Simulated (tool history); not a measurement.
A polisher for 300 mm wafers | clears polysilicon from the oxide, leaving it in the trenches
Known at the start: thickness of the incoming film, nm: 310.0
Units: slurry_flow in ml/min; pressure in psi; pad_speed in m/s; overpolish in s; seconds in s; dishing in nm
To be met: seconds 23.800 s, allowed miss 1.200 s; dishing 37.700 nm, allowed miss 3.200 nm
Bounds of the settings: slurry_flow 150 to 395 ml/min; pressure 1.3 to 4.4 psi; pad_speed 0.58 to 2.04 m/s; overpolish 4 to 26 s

run,hour,slurry_flow,pressure,pad_speed,overpolish,seconds,dishing
1,0.0,250,2.8,1.30,13,16.596,48.810
2,6.3,250,2.8,1.06,13,20.196,51.613
3,8.8,230,2.5,1.16,11,20.542,49.500
4,17.5,230,3.1,1.16,11,17.322,50.138
5,19.1,230,3.1,1.16,7,17.717,46.307
6,22.0,230,2.8,1.16,7,18.717,48.483
7,27.2,215,2.6,1.18,6,19.401,44.647
8,30.1,150,1.8,1.20,4,24.670,32.759
9,38.2,150,1.8,1.20,4,25.150,33.109
10,44.4,150,2.0,1.20,10,23.775,48.888
11,51.0,160,2.0,1.20,9,23.626,46.426
12,52.3,165,2.0,1.20,8,23.718,46.082

5 next moves are on the table. One of them brings every result within its allowed miss. Which?
A,53.6,150,1.8,1.22,12,?,?
B,53.6,160,1.9,1.22,5,?,?
C,53.6,230,1.7,1.12,4,?,?
D,53.6,170,2.1,1.28,5,?,?
E,53.6,205,1.9,1.16,10,?,?

move,seconds,dishing
A,24.356,49.583
B,23.335,37.691
C,25.376,31.820
D,20.809,39.794
E,23.478,48.212
A: further off than the last run
B: meets every target
C: takes the result that was furthest off past its target
D: brings the result that was furthest off to its target, and leaves another outside
E: further off than the last run
Answer: B
